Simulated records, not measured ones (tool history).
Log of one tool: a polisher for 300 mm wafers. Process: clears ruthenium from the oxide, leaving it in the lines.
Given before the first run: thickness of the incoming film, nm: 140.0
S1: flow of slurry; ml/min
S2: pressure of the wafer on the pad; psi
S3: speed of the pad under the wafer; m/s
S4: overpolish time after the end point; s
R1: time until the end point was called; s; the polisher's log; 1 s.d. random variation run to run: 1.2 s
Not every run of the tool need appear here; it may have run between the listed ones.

Run 1, day 0: S1 145 ml/min, S2 2.6 psi, S3 1.28 m/s, S4 12 s. Result: R1 90.214 s.
Run 2, day 0.171: S1 165 ml/min, S2 2.6 psi, S3 1.28 m/s, S4 12 s. Result: R1 86.833 s.
Run 3, day 0.246: S1 150 ml/min, S2 2.6 psi, S3 1.28 m/s, S4 12 s. Result: R1 87.512 s.
Run 4, day 0.621: S1 150 ml/min, S2 2.5 psi, S3 1.28 m/s, S4 12 s. Result: R1 92.317 s.
Run 5, day 0.733: S1 145 ml/min, S2 2.5 psi, S3 1.28 m/s, S4 12 s. Result: R1 92.266 s.
Run 6, day 1.029: S1 145 ml/min, S2 2.5 psi, S3 1.28 m/s, S4 9 s. Result: R1 92.219 s.
Run 7, day 1.15: S1 145 ml/min, S2 2.4 psi, S3 1.28 m/s, S4 9 s. Result: R1 97.376 s.
Run 8, day 1.246: S1 145 ml/min, S2 2.4 psi, S3 1.28 m/s, S4 9 s. Result: R1 96.674 s.
Run 9, day 1.508: S1 135 ml/min, S2 2.2 psi, S3 1.28 m/s, S4 9 s. Result: R1 107.75 s.

For run 10, what comes out?
Run 10, day 1.588: S1 130 ml/min, S2 2.2 psi, S3 1.28 m/s, S4 9 s. Result: R1 ?.

{"run 10": {"R1": 107.27}}

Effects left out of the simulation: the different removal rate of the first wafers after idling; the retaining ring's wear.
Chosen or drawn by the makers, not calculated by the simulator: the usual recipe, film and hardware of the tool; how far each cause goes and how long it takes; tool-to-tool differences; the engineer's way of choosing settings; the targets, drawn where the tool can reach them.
